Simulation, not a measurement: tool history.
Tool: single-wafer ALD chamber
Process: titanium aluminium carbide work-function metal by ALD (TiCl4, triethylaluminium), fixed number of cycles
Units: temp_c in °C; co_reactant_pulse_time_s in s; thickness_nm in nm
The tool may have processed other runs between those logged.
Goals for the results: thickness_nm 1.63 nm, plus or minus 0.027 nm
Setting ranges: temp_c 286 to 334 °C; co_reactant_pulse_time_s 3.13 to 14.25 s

Run 1, hour 0: temp_c 310 °C, co_reactant_pulse_time_s 8.69 s. Result: thickness_nm 2.0899 nm.
Run 2, hour 1: temp_c 310 °C, co_reactant_pulse_time_s 9.95 s. Result: thickness_nm 2.1569 nm.
Run 3, hour 6: temp_c 310 °C, co_reactant_pulse_time_s 12.26 s. Result: thickness_nm 2.184 nm.
Run 4, hour 8.5: temp_c 305 °C, co_reactant_pulse_time_s 10.54 s. Result: thickness_nm 2.1037 nm.
Run 5, hour 13.9: temp_c 305 °C, co_reactant_pulse_time_s 8.05 s. Result: thickness_nm 1.9971 nm.
Run 6, hour 20: temp_c 301 °C, co_reactant_pulse_time_s 7.19 s. Result: thickness_nm 1.8821 nm.
Run 7, hour 26.1: temp_c 298 °C, co_reactant_pulse_time_s 6.91 s. Result: thickness_nm 1.8183 nm.
Run 8, hour 31.3: temp_c 298 °C, co_reactant_pulse_time_s 6.91 s. Result: thickness_nm 1.8127 nm.
Run 9, hour 38.7: temp_c 296 °C, co_reactant_pulse_time_s 6.83 s. Result: thickness_nm 1.7896 nm.
Run 10, hour 40.9: temp_c 294 °C, co_reactant_pulse_time_s 6.69 s. Result: thickness_nm 1.7663 nm.
Run 11, hour 42.7: temp_c 293 °C, co_reactant_pulse_time_s 6.5 s. Result: thickness_nm 1.708 nm.
Run 12, hour 51: temp_c 293 °C, co_reactant_pulse_time_s 6.5 s. Result: thickness_nm 1.7111 nm.
Run 13, hour 56.1: temp_c 286 °C, co_reactant_pulse_time_s 5.12 s. Result: thickness_nm 1.3329 nm.
Run 14, hour 61.2: temp_c 298 °C, co_reactant_pulse_time_s 5.18 s. Result: thickness_nm 1.4396 nm.
Run 15, hour 63: temp_c 298 °C, co_reactant_pulse_time_s 5.39 s. Result: thickness_nm 1.498 nm.
Run 16, hour 65: temp_c 310 °C, co_reactant_pulse_time_s 6.26 s. Result: thickness_nm 1.8172 nm.
Run 17, hour 66.4: temp_c 307 °C, co_reactant_pulse_time_s 6.2 s. Result: thickness_nm 1.773 nm.
Run 18, hour 67.1: temp_c 305 °C, co_reactant_pulse_time_s 6.16 s. Result: thickness_nm 1.7611 nm.
Run 19, hour 73.5: temp_c 303 °C, co_reactant_pulse_time_s 6.12 s. Result: thickness_nm 1.7278 nm.
Run 20, hour 74.3: temp_c 301 °C, co_reactant_pulse_time_s 6.09 s. Result: thickness_nm 1.711 nm.
Run 21, hour 78: temp_c 300 °C, co_reactant_pulse_time_s 6.07 s. Result: thickness_nm 1.6957 nm.

Pick the move, out of 5, that brings all results within their allowed miss; only one does.
Run A, hour 81.7: temp_c 301 °C, co_reactant_pulse_time_s 5.53 s. Result: thickness_nm ?.
Run B, hour 81.7: temp_c 288 °C, co_reactant_pulse_time_s 6.05 s. Result: thickness_nm ?.
Run C, hour 81.7: temp_c 303 °C, co_reactant_pulse_time_s 6.07 s. Result: thickness_nm ?.
Run D, hour 81.7: temp_c 286 °C, co_reactant_pulse_time_s 6.31 s. Result: thickness_nm ?.
Run E, hour 81.7: temp_c 297 °C, co_reactant_pulse_time_s 6.29 s. Result: thickness_nm ?.

move  thickness_nm
   A        1.5698
   B        1.5913
   C         1.718
   D        1.6234
   E        1.7118
A: takes the result that was furthest off past its target
B: takes the result that was furthest off past its target
C: misses by more than the last run did
D: in spec on every target
E: misses by more than the last run did
D meets every target.
